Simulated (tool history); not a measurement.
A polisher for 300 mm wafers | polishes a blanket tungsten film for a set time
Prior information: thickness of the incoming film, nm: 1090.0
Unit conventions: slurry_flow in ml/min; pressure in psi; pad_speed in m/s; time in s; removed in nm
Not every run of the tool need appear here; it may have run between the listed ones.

run	hour	slurry_flow	pressure	pad_speed	slurry_solids	time	removed
1	0.0	210	3.1	1.16	1.00	110	480.58
2	0.9	205	2.8	1.06	1.00	110	413.47
3	5.4	205	2.8	1.34	1.00	110	486.62
4	13.4	200	2.5	1.18	1.00	110	404.48
5	22.0	195	2.3	1.04	0.95	110	341.02
6	27.3	190	2.1	0.94	0.95	110	291.96
7	35.5	185	2.0	0.88	0.95	110	270.40
8	42.5	185	2.0	0.88	0.95	110	269.64
9	50.8	180	1.9	0.82	0.95	110	245.65
10	57.5	180	1.9	0.82	0.95	110	247.12

What will run 11 give?
11	60.3	175	1.8	0.78	0.95	110	?

{"run 11": {"removed": 229.87}}
